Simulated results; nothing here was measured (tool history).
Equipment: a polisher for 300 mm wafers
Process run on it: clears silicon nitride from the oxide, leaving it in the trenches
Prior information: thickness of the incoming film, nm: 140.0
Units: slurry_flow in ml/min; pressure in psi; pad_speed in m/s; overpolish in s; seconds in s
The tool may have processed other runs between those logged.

run,hour,slurry_flow,pressure,pad_speed,overpolish,seconds
1,0.0,300,3.1,0.98,35,165.86
2,1.4,300,3.0,0.98,35,168.04
3,9.8,265,3.0,0.98,35,166.22
4,15.0,265,3.0,1.22,35,136.82
5,16.9,265,3.0,1.44,35,116.97
6,24.4,265,2.5,1.44,35,136.67
7,26.7,265,2.2,1.44,35,157.29
8,32.6,265,2.0,1.44,35,171.66
# hour 35.0: worn pad replaced by a new one
9,35.0,265,1.9,1.44,35,168.07

Forecast run 10:
10,36.6,265,1.8,1.44,35,?

Run 10 produced seconds 174.37 s.
